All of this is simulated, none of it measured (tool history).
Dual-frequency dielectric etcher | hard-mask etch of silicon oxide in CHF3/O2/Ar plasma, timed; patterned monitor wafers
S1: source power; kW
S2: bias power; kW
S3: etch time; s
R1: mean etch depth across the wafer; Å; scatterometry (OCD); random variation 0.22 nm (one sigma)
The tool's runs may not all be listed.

run,hour,S1,S2,S3,R1
1,0.0,0.690,0.119,22,426.75
2,5.7,0.670,0.117,22,419.97
3,13.5,0.650,0.116,22,411.96
4,20.5,0.650,0.116,22,407.90
5,23.7,0.650,0.132,22,425.71
# hour 32.5: bias power generator calibrated
6,32.5,0.630,0.131,22,423.72
7,37.6,0.610,0.130,22,414.97

Forecast run 8:
8,38.6,0.590,0.129,22,?

R1: 407.62 Å
